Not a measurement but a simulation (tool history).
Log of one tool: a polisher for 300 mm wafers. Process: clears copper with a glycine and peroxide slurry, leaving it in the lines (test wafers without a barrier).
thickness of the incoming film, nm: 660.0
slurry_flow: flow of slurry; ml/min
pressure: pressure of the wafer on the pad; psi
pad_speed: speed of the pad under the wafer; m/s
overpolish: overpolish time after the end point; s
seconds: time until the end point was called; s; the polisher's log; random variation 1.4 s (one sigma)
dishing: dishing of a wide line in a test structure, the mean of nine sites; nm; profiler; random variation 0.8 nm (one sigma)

| run | hour | slurry_flow | pressure | pad_speed | overpolish | seconds | dishing |
|---|---|---|---|---|---|---|---|
| 1 | 0.0 | 230 | 3.5 | 0.78 | 11 | 115.910 | 41.171 |
| 2 | 7.3 | 230 | 2.8 | 0.78 | 11 | 139.290 | 36.248 |
| 3 | 15.1 | 230 | 3.1 | 0.78 | 10 | 128.400 | 35.149 |
| 4 | 20.2 | 280 | 3.1 | 0.78 | 10 | 123.210 | 36.384 |
| 5 | 25.6 | 280 | 3.4 | 0.78 | 10 | 114.440 | 37.640 |
| 6 | 27.5 | 280 | 3.4 | 0.78 | 7 | 111.820 | 28.733 |
|  | 30.3 | slurry nozzle cleaned |
| 7 | 30.3 | 280 | 3.6 | 0.78 | 7 | 96.372 | 29.455 |
| 8 | 39.3 | 280 | 3.7 | 0.78 | 7 | 97.382 | 31.819 |
| 9 | 47.7 | 280 | 3.8 | 0.78 | 7 | 94.853 | 31.997 |
| 10 | 51.0 | 280 | 3.8 | 0.78 | 7 | 97.981 | 31.472 |

Forecast run 11:
| 11 | 56.8 | 280 | 3.9 | 0.78 | 7 | ? | ? |

seconds: 96.709 s
dishing: 32.861 nm
